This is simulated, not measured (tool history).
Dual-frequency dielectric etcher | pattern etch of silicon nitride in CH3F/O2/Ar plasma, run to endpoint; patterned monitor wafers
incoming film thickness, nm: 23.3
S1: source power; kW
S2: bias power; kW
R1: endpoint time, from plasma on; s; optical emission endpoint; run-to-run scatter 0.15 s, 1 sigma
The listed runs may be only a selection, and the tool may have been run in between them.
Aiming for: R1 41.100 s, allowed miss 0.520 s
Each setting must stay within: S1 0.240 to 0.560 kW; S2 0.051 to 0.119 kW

run  hour     S1     S2      R1
  1   0.0  0.400  0.085  30.561
  2   2.4  0.400  0.078  31.147
  3   3.4  0.350  0.070  35.318
  4  12.1  0.350  0.063  36.621
  5  17.7  0.350  0.072  34.998
  6  20.8  0.350  0.066  35.851
  7  29.1  0.350  0.066  35.972
  8  38.0  0.320  0.066  37.910
  9  41.3  0.310  0.066  39.043
 10  48.0  0.300  0.066  39.890
 11  52.9  0.270  0.066  43.265
 12  60.2  0.280  0.066  41.951

Which one of the following 4 next-run settings gets every result inside its allowed miss? There is exactly one.
  A  67.5  0.290  0.059   ?
  B  67.5  0.300  0.051   ?
  C  67.5  0.310  0.056   ?
  D  67.5  0.270  0.068   ?

move      R1
   A  42.409
   B  43.262
   C  41.087
   D  42.772
A: misses by more than the last run did
B: misses by more than the last run did
C: every result within its allowed miss
D: misses by more than the last run did
Move C is the one to make.
